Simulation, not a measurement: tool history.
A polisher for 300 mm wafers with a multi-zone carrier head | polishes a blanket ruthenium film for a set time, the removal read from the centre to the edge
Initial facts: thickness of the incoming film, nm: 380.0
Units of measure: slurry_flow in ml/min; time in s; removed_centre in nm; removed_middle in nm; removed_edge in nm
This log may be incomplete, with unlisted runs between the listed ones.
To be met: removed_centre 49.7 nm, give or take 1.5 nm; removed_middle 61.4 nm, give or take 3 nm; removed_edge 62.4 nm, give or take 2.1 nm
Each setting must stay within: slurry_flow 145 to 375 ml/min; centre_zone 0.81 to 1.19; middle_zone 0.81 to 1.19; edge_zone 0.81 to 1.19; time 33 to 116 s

run,hour,slurry_flow,centre_zone,middle_zone,edge_zone,time,removed_centre,removed_middle,removed_edge
1,0,240,1,1,1,74,46.089,47.098,46.557
2,3.9,240,0.96,1,1,74,44.035,46.761,46.14
3,7.9,240,0.94,1.01,1.04,78,45.753,49.875,49.831
4,15.8,245,0.92,1.02,1.07,81,45.978,51.019,52.076
5,23.3,245,0.92,1.08,1.07,81,45.846,53.423,51.808
6,30.9,245,0.88,1.08,1.07,81,44.114,53.777,52.297
7,36.9,250,0.88,1.08,1.09,84,45.488,56.493,54.943
8,39.7,260,0.88,1.08,1.11,85,46.379,56.295,56.441
9,42.3,265,0.88,1.09,1.12,86,46.883,57.986,57.85
10,48,275,0.89,1.1,1.13,87,48.564,59.265,59.262
11,50.8,280,0.89,1.1,1.14,87,49.098,60.146,58.278
12,56.8,275,0.88,1.09,1.15,88,48.992,58.534,59.139

Which of these 4 next moves meets every target?
A,62.8,305,0.81,1.17,1.1,88,?,?,?
B,62.8,280,0.86,1.07,1.13,93,?,?,?
C,62.8,245,0.97,1.05,1.12,83,?,?,?
D,62.8,305,0.89,0.94,1.15,88,?,?,?

move,removed_centre,removed_middle,removed_edge
A,44.899,63.97,58.726
B,49.94,62.109,62.632
C,49.585,53.801,55.107
D,49.296,53.081,60.261
A: lands further from the targets than the last run did
B: every result within its allowed miss
C: lands further from the targets than the last run did
D: lands further from the targets than the last run did
The move that meets every target is B.
